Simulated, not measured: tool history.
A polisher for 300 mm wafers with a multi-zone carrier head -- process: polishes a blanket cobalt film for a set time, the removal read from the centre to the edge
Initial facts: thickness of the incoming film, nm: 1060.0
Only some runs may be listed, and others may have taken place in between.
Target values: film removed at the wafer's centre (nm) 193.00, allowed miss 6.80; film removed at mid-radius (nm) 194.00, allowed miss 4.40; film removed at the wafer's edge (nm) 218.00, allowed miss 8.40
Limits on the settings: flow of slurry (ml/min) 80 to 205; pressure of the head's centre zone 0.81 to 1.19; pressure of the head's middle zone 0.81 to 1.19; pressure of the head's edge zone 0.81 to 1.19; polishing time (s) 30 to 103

run	hour	flow of slurry (ml/min)	pressure of the head's centre zone	pressure of the head's middle zone	pressure of the head's edge zone	polishing time (s)	film removed at the wafer's centre (nm)	film removed at mid-radius (nm)	film removed at the wafer's edge (nm)
1	0.0	135	1.00	1.00	1.00	66	275.49	278.53	283.17
2	4.4	135	0.94	1.00	1.00	66	259.01	273.12	279.51
3	11.2	165	0.94	1.00	1.00	66	271.91	283.94	288.90
4	14.7	150	0.90	0.95	0.95	63	246.20	257.63	265.34
5	16.7	150	0.90	0.95	0.95	78	302.97	320.71	325.04
6	18.1	135	0.88	0.91	0.93	71	263.89	274.80	288.55
7	20.2	125	0.87	0.88	0.91	66	234.58	244.70	262.35
8	24.2	115	0.87	0.86	0.90	63	217.59	220.80	246.56
9	28.3	110	0.87	0.85	0.87	62	213.14	215.04	239.12
10	30.6	105	0.87	0.84	0.85	61	205.46	205.24	231.59
11	38.4	100	0.87	0.84	0.84	60	197.66	199.89	221.48

Exercise: of the 5 proposed moves below, exactly one satisfies all targets within the stated allowed misses. Which move is it?
A	46.2	110	0.90	0.81	0.82	58	?	?	?
B	46.2	105	0.99	0.84	0.82	55	?	?	?
C	46.2	95	0.87	0.84	0.84	60	?	?	?
D	46.2	90	0.87	0.89	0.84	62	?	?	?
E	46.2	95	0.81	0.86	0.88	58	?	?	?

move	film removed at the wafer's centre (nm)	film removed at mid-radius (nm)	film removed at the wafer's edge (nm)
A	206.98	191.86	216.29
B	212.64	184.70	203.04
C	195.98	195.02	218.90
D	198.02	207.24	223.12
E	176.29	192.25	216.02
A: meets the target for the result that was furthest off, but another lies outside its allowed miss
B: takes the result that was furthest off past its target
C: hits every target within its allowed miss
D: the biggest miss grows against the last run
E: meets the target for the result that was furthest off, but another lies outside its allowed miss
C meets every target.
